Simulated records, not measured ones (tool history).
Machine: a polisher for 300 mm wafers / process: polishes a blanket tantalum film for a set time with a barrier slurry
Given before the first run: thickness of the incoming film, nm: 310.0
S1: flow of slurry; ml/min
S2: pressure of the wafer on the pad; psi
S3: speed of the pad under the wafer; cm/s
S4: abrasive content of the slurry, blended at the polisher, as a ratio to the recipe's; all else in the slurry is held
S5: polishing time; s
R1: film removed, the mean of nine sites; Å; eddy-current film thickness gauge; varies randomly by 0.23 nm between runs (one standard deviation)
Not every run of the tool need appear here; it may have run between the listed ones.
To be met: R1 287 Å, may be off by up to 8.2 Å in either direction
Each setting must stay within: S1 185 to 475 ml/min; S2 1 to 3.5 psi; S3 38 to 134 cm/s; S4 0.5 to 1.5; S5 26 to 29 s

run	hour	S1	S2	S3	S4	S5	R1
1	0	305	2.2	86	1	29	425.59
2	1.6	305	2.2	86	1.2	29	448.43
3	8.4	305	2.2	86	1.2	29	441.72
4	9.1	305	2.2	76	1.2	29	398.25
5	17.4	305	2.2	76	1.05	29	379.6
6	24.9	305	2.1	76	1.05	29	363.52
7	30.5	305	2	76	1.05	29	353.68
8	37.7	305	1.9	76	1.05	29	331.44
9	38.6	305	1.8	76	1.05	29	318.01
10	46.1	305	1.8	76	1.05	29	315.93
11	49.5	305	1.7	76	1.05	29	298.65

Which of these 4 next moves meets every target?
A	52.9	215	2	78	0.8	26	?
B	52.9	330	2	74	1.1	26	?
C	52.9	265	2.2	70	1.05	26	?
D	52.9	280	1.7	86	1	28	?

move	R1
A	285.17
B	311.79
C	313.17
D	318.56
A: meets every target
B: lands further from the targets than the last run did
C: lands further from the targets than the last run did
D: lands further from the targets than the last run did
So the answer is move A, the one that meets all the targets.

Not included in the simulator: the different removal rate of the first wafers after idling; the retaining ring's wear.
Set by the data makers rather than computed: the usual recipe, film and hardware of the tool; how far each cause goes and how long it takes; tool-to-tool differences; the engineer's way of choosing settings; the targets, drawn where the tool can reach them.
